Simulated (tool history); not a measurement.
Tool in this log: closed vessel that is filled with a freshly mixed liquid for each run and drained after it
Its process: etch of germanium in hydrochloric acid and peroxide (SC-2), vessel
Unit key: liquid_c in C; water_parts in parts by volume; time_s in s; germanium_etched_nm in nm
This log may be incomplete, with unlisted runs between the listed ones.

run,day,liquid_c,water_parts,time_s,germanium_etched_nm
1,0.000,60.0,11.5,90,260.20
2,0.188,60.0,10.0,90,263.22
3,0.425,58.0,10.0,90,245.61
4,0.467,57.0,10.0,90,242.13
5,0.575,56.0,10.0,90,237.56
6,0.875,56.0,10.0,90,230.58
7,1.254,55.5,10.0,90,226.17

Run 8 comes next. What will it give?
8,1.642,55.0,10.0,90,?

{"run 8": {"germanium_etched_nm": 229.24}}
